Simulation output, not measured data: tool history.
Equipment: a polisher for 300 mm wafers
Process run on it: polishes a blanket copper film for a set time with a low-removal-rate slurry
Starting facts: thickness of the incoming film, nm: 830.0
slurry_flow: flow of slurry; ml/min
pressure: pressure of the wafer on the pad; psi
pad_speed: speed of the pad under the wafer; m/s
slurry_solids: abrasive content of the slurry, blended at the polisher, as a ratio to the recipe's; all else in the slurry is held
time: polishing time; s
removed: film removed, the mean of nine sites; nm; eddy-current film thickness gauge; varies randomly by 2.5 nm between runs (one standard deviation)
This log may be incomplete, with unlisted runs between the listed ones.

run 1 hour=0.0 | slurry_flow=210 pressure=2.8 pad_speed=0.88 slurry_solids=1.0 time=98 | removed=265.45
run 2 hour=6.6 | slurry_flow=250 pressure=2.8 pad_speed=0.88 slurry_solids=1.0 time=98 | removed=275.17
run 3 hour=10.0 | slurry_flow=245 pressure=2.6 pad_speed=0.88 slurry_solids=1.0 time=98 | removed=247.83
run 4 hour=16.5 | slurry_flow=245 pressure=2.6 pad_speed=0.88 slurry_solids=1.0 time=103 | removed=264.99
run 5 hour=19.6 | slurry_flow=245 pressure=2.6 pad_speed=0.88 slurry_solids=0.9 time=103 | removed=256.46
run 6 hour=24.7 | slurry_flow=245 pressure=2.5 pad_speed=0.88 slurry_solids=0.9 time=103 | removed=249.39
run 7 hour=28.8 | slurry_flow=245 pressure=2.5 pad_speed=0.88 slurry_solids=0.9 time=103 | removed=245.98

Predict the results of run 8:
run 8 hour=37.1 | slurry_flow=245 pressure=2.4 pad_speed=0.88 slurry_solids=0.9 time=103 | removed=?

{"run 8": {"removed": 241.32}}

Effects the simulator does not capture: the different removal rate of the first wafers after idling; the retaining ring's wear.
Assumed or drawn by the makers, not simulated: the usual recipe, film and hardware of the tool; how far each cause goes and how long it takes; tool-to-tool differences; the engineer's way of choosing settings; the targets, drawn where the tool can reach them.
